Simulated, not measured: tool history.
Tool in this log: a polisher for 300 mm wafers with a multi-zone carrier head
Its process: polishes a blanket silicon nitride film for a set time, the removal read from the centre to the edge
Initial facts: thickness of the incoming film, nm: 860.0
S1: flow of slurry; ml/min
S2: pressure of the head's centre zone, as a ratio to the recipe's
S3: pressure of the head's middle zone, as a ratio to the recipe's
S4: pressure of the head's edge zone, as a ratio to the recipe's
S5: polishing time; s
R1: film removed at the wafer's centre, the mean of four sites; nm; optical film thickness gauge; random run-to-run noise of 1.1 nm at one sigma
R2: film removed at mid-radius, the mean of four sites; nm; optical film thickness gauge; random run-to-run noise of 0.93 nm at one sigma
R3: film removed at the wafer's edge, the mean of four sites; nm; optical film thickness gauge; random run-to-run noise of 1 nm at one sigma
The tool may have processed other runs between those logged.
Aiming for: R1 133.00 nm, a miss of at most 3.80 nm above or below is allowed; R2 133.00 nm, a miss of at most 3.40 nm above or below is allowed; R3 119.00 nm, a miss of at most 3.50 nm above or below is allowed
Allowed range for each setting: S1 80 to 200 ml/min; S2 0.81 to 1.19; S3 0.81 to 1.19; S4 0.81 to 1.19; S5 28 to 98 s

{"run": 1, "hour": 0.0, "S1": 130, "S2": 1.0, "S3": 1.0, "S4": 1.0, "S5": 63, "R1": 171.57, "R2": 172.23, "R3": 168.84}
{"run": 2, "hour": 5.8, "S1": 130, "S2": 1.0, "S3": 0.93, "S4": 1.0, "S5": 63, "R1": 169.36, "R2": 162.46, "R3": 167.55}
{"run": 3, "hour": 13.0, "S1": 130, "S2": 1.0, "S3": 0.95, "S4": 0.95, "S5": 59, "R1": 157.87, "R2": 154.93, "R3": 154.41}
{"run": 4, "hour": 17.2, "S1": 130, "S2": 1.0, "S3": 0.95, "S4": 1.03, "S5": 59, "R1": 159.32, "R2": 155.94, "R3": 161.17}
{"run": 5, "hour": 24.5, "S1": 130, "S2": 1.08, "S3": 0.95, "S4": 1.03, "S5": 59, "R1": 172.26, "R2": 154.08, "R3": 162.56}
{"run": 6, "hour": 28.0, "S1": 150, "S2": 1.08, "S3": 0.95, "S4": 1.03, "S5": 59, "R1": 176.73, "R2": 158.06, "R3": 166.68}
{"run": 7, "hour": 34.3, "S1": 135, "S2": 1.06, "S3": 0.96, "S4": 0.97, "S5": 56, "R1": 162.7, "R2": 150.41, "R3": 149.26}
{"run": 8, "hour": 41.0, "S1": 135, "S2": 1.06, "S3": 0.96, "S4": 0.97, "S5": 56, "R1": 161.77, "R2": 149.53, "R3": 148.21}
{"run": 9, "hour": 46.6, "S1": 125, "S2": 1.04, "S3": 0.96, "S4": 0.93, "S5": 55, "R1": 153.98, "R2": 144.4, "R3": 143.18}
{"run": 10, "hour": 55.0, "S1": 125, "S2": 1.03, "S3": 0.98, "S4": 0.9, "S5": 53, "R1": 144.24, "R2": 139.59, "R3": 136.17}
{"run": 11, "hour": 61.1, "S1": 120, "S2": 1.04, "S3": 1.01, "S4": 0.87, "S5": 52, "R1": 143.84, "R2": 139.75, "R3": 129.1}
{"run": 12, "hour": 66.1, "S1": 110, "S2": 1.04, "S3": 1.02, "S4": 0.85, "S5": 52, "R1": 136.65, "R2": 138.94, "R3": 126.2}
{"run": 13, "hour": 74.6, "S1": 100, "S2": 1.08, "S3": 1.02, "S4": 0.81, "S5": 50, "R1": 133.66, "R2": 128.41, "R3": 118.17}

4 candidate next runs follow, results not yet known. Just one meets every target within its allowed miss. Identify it.
{"run": "A", "hour": 83.1, "S1": 90, "S2": 1.15, "S3": 1.0, "S4": 0.85, "S5": 50, "R1": "?", "R2": "?", "R3": "?"}
{"run": "B", "hour": 83.1, "S1": 95, "S2": 1.08, "S3": 1.06, "S4": 0.85, "S5": 51, "R1": "?", "R2": "?", "R3": "?"}
{"run": "C", "hour": 83.1, "S1": 120, "S2": 1.03, "S3": 1.0, "S4": 0.85, "S5": 47, "R1": "?", "R2": "?", "R3": "?"}
{"run": "D", "hour": 83.1, "S1": 130, "S2": 1.07, "S3": 1.03, "S4": 0.83, "S5": 45, "R1": "?", "R2": "?", "R3": "?"}

move=A R1=137.54 R2=120.35 R3=115.94
move=B R1=134.74 R2=131.54 R3=119.69
move=C R1=128.33 R2=123.86 R3=115.84
move=D R1=130.65 R2=124.04 R3=111.37
A: moves away from the targets compared with the last run
B: each result inside its tolerance
C: moves away from the targets compared with the last run
D: moves away from the targets compared with the last run
B meets every target.
